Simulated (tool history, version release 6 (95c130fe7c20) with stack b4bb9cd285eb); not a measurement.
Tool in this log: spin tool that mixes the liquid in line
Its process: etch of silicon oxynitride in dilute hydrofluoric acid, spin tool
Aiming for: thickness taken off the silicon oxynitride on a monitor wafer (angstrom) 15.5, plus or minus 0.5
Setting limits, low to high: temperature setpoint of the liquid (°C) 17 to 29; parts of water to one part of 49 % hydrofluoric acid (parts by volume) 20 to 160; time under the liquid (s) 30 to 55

run,hour,temperature setpoint of the liquid (°C),parts of water to one part of 49 % hydrofluoric acid (parts by volume),time under the liquid (s),thickness taken off the silicon oxynitride on a monitor wafer (angstrom)
1,0,21,90,55,11.134
2,1.8,23,90,55,12.351
3,9.7,23,90,30,6.7376
4,11.7,21.5,70,30,8.2956
5,13.6,21.5,70,30,8.2125
6,19.8,23.5,55,35,13.604
7,21.7,24,55,35,13.783
8,28.1,24.5,55,35,14.207
9,35.6,25,55,35,14.548
10,44.4,25.5,55,35,14.849

Exactly one of the 5 candidate moves below puts every result within its allowed miss. Which one?
A,53.2,28.5,55,30,?
B,53.2,23.5,75,55,?
C,53.2,25,85,55,?
D,53.2,29,95,50,?
E,53.2,23.5,45,30,?

move,thickness taken off the silicon oxynitride on a monitor wafer (angstrom)
A,14.687
B,15.287
C,14.367
D,13.936
E,14.243
A: its largest miss is bigger than the last run's
B: each result inside its tolerance
C: its largest miss is bigger than the last run's
D: its largest miss is bigger than the last run's
E: its largest miss is bigger than the last run's
Correct choice: B, which meets every target
